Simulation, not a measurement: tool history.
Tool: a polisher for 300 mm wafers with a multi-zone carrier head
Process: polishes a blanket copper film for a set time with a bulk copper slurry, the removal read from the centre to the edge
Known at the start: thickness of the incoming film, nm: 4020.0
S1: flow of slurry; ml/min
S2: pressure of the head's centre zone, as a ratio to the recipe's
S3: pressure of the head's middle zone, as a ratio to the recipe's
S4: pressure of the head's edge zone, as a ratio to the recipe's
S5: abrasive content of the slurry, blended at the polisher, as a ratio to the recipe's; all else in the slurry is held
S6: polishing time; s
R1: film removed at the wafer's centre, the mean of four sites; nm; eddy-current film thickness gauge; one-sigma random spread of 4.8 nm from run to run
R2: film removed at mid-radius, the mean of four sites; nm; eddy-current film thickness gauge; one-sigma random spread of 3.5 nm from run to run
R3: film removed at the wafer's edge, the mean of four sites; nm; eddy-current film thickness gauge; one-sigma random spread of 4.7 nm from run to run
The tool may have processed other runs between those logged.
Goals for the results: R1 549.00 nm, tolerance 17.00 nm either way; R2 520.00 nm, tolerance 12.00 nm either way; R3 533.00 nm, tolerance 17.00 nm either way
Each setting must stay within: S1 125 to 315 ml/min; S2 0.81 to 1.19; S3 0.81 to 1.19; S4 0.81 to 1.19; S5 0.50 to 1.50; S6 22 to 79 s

Run 1, hour 0.0: S1 205 ml/min, S2 1.00, S3 1.00, S4 1.00, S5 1.00, S6 50 s. Result: R1 631.34 nm, R2 594.61 nm, R3 603.03 nm.
Run 2, hour 7.0: S1 190 ml/min, S2 0.98, S3 0.98, S4 0.96, S5 0.95, S6 50 s. Result: R1 606.95 nm, R2 583.00 nm, R3 581.43 nm.
Run 3, hour 11.7: S1 190 ml/min, S2 0.98, S3 0.98, S4 0.96, S5 0.95, S6 38 s. Result: R1 464.79 nm, R2 440.34 nm, R3 446.19 nm.
Run 4, hour 14.8: S1 190 ml/min, S2 1.06, S3 0.98, S4 0.96, S5 0.95, S6 38 s. Result: R1 494.33 nm, R2 440.18 nm, R3 444.77 nm.
Run 5, hour 18.5: S1 215 ml/min, S2 1.06, S3 0.98, S4 0.96, S5 0.95, S6 38 s. Result: R1 497.67 nm, R2 447.99 nm, R3 450.86 nm.
Run 6, hour 19.4: S1 230 ml/min, S2 1.06, S3 1.01, S4 1.01, S5 1.00, S6 38 s. Result: R1 518.03 nm, R2 468.42 nm, R3 472.78 nm.
Run 7, hour 23.4: S1 245 ml/min, S2 1.05, S3 1.03, S4 1.05, S5 1.05, S6 38 s. Result: R1 515.65 nm, R2 483.39 nm, R3 485.04 nm.
Run 8, hour 28.6: S1 255 ml/min, S2 1.05, S3 1.04, S4 1.08, S5 1.10, S6 38 s. Result: R1 534.00 nm, R2 493.38 nm, R3 497.50 nm.
Run 9, hour 36.3: S1 260 ml/min, S2 1.04, S3 1.05, S4 1.10, S5 1.10, S6 38 s. Result: R1 517.28 nm, R2 502.19 nm, R3 504.08 nm.
Run 10, hour 40.1: S1 265 ml/min, S2 1.05, S3 1.05, S4 1.12, S5 1.15, S6 38 s. Result: R1 532.37 nm, R2 504.64 nm, R3 515.34 nm.
Run 11, hour 41.3: S1 270 ml/min, S2 1.05, S3 1.05, S4 1.13, S5 1.15, S6 38 s. Result: R1 526.84 nm, R2 503.79 nm, R3 515.42 nm.
Run 12, hour 47.7: S1 275 ml/min, S2 1.06, S3 1.05, S4 1.14, S5 1.15, S6 38 s. Result: R1 538.89 nm, R2 503.74 nm, R3 519.04 nm.
Run 13, hour 55.0: S1 280 ml/min, S2 1.06, S3 1.05, S4 1.15, S5 1.15, S6 38 s. Result: R1 548.06 nm, R2 506.36 nm, R3 521.00 nm.

Exercise: of the 4 proposed moves below, exactly one satisfies all targets within the stated allowed misses. Which move is it?
Run A, hour 62.3: S1 315 ml/min, S2 1.05, S3 1.05, S4 1.17, S5 0.95, S6 40 s. Result: R1 ?, R2 ?, R3 ?.
Run B, hour 62.3: S1 245 ml/min, S2 1.02, S3 1.09, S4 1.08, S5 1.30, S6 40 s. Result: R1 ?, R2 ?, R3 ?.
Run C, hour 62.3: S1 195 ml/min, S2 0.99, S3 1.09, S4 1.19, S5 0.95, S6 41 s. Result: R1 ?, R2 ?, R3 ?.
Run D, hour 62.3: S1 280 ml/min, S2 1.14, S3 1.03, S4 1.08, S5 1.10, S6 37 s. Result: R1 ?, R2 ?, R3 ?.

move      R1      R2      R3
   A  549.21  525.55  537.90
   B  549.77  558.20  534.07
   C  504.05  526.59  533.48
   D  551.40  484.49  485.39
A: hits every target within its allowed miss
B: takes the result that was furthest off past its target
C: meets the target for the result that was furthest off, but another lies outside its allowed miss
D: misses by more than the last run did
Answer: A

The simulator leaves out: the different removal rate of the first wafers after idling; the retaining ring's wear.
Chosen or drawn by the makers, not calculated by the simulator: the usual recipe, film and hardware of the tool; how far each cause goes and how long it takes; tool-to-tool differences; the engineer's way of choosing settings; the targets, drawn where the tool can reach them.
